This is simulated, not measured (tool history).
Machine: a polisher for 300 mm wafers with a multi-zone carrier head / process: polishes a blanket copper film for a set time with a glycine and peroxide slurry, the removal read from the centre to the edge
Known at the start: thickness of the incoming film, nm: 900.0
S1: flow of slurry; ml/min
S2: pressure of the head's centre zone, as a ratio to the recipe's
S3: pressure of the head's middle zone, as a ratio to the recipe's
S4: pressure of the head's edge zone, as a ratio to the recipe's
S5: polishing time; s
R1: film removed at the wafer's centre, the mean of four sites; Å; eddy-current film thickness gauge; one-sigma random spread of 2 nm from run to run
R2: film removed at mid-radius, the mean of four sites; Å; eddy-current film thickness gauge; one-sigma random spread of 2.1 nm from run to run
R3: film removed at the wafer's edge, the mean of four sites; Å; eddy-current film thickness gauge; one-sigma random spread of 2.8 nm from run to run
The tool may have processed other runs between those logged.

{"run": 1, "hour": 0.0, "S1": 230, "S2": 1.0, "S3": 1.0, "S4": 1.0, "S5": 49, "R1": 2647.9, "R2": 2928.8, "R3": 2750.5}
{"run": 2, "hour": 1.3, "S1": 255, "S2": 1.0, "S3": 1.0, "S4": 1.0, "S5": 49, "R1": 2628.7, "R2": 2980.1, "R3": 2810.2}
{"run": 3, "hour": 10.0, "S1": 255, "S2": 1.0, "S3": 1.0, "S4": 0.95, "S5": 49, "R1": 2631.9, "R2": 2914.4, "R3": 2733.9}
{"run": 4, "hour": 10.5, "S1": 250, "S2": 0.98, "S3": 0.96, "S4": 0.93, "S5": 46, "R1": 2426.8, "R2": 2657.8, "R3": 2528.4}
{"run": 5, "hour": 18.6, "S1": 245, "S2": 0.97, "S3": 0.93, "S4": 0.94, "S5": 43, "R1": 2247.3, "R2": 2417.9, "R3": 2400.5}
{"run": 6, "hour": 26.1, "S1": 240, "S2": 0.96, "S3": 0.9, "S4": 0.93, "S5": 41, "R1": 2111.4, "R2": 2262.1, "R3": 2227.8}
{"run": 7, "hour": 31.3, "S1": 240, "S2": 0.96, "S3": 0.88, "S4": 0.95, "S5": 39, "R1": 2019.2, "R2": 2094.5, "R3": 2157.1}

Estimate the outcome of run 8 from the log above:
{"run": 8, "hour": 33.9, "S1": 235, "S2": 0.95, "S3": 0.86, "S4": 0.95, "S5": 38, "R1": "?", "R2": "?", "R3": "?"}

{"run 8": {"R1": 1894.6, "R2": 1997.5, "R3": 2139.5}}
